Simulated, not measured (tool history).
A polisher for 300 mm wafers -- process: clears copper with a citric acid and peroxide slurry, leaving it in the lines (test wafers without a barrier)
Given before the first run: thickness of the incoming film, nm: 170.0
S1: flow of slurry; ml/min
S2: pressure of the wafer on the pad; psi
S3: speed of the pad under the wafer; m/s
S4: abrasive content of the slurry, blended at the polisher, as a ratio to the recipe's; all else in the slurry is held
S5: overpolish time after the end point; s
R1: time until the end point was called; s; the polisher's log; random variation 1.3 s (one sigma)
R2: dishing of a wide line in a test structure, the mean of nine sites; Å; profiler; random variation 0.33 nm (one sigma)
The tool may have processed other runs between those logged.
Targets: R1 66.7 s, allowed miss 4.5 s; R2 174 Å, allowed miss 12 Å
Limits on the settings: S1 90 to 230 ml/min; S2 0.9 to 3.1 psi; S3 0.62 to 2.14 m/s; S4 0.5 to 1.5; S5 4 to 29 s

| run | hour | S1 | S2 | S3 | S4 | S5 | R1 | R2 |
|---|---|---|---|---|---|---|---|---|
| 1 | 0 | 150 | 2 | 1.38 | 1 | 15 | 92.629 | 133.99 |
| 2 | 1.4 | 150 | 2 | 1.38 | 1 | 21 | 95.56 | 154.95 |
| 3 | 4.3 | 150 | 1.7 | 1.38 | 1 | 21 | 109.82 | 137.37 |
| 4 | 8 | 115 | 1.7 | 1.38 | 1 | 21 | 120.57 | 144.32 |
| 5 | 10.9 | 130 | 2 | 1.4 | 1 | 20 | 97.277 | 149.91 |
| 6 | 16.9 | 130 | 2 | 1.4 | 0.85 | 20 | 97.765 | 145.64 |
| 7 | 24.7 | 135 | 2.2 | 1.42 | 0.85 | 20 | 92.544 | 149.33 |
| 8 | 30.6 | 140 | 2.4 | 1.44 | 0.85 | 20 | 80.126 | 160.11 |
| 9 | 31.2 | 140 | 2.4 | 1.44 | 0.85 | 20 | 79.561 | 157.42 |

Which of these 5 next moves meets every target?
| A | 31.8 | 150 | 2.9 | 1.72 | 0.85 | 19 | ? | ? |
| B | 31.8 | 190 | 2.6 | 1.84 | 0.9 | 20 | ? | ? |
| C | 31.8 | 95 | 2.8 | 1.58 | 1.2 | 27 | ? | ? |
| D | 31.8 | 145 | 3 | 1.64 | 0.9 | 18 | ? | ? |
| E | 31.8 | 165 | 3 | 1.54 | 0.9 | 20 | ? | ? |

| move | R1 | R2 |
|---|---|---|
| A | 60.128 | 175.25 |
| B | 59.753 | 176.23 |
| C | 68.876 | 180.95 |
| D | 59.997 | 173.72 |
| E | 61.296 | 176.63 |
A: the result that was furthest off in the last run now lies on the other side of its target
B: the result that was furthest off in the last run now lies on the other side of its target
C: all results in spec
D: the result that was furthest off in the last run now lies on the other side of its target
E: the result that was furthest off in the last run now lies on the other side of its target
Move C is the one to make.
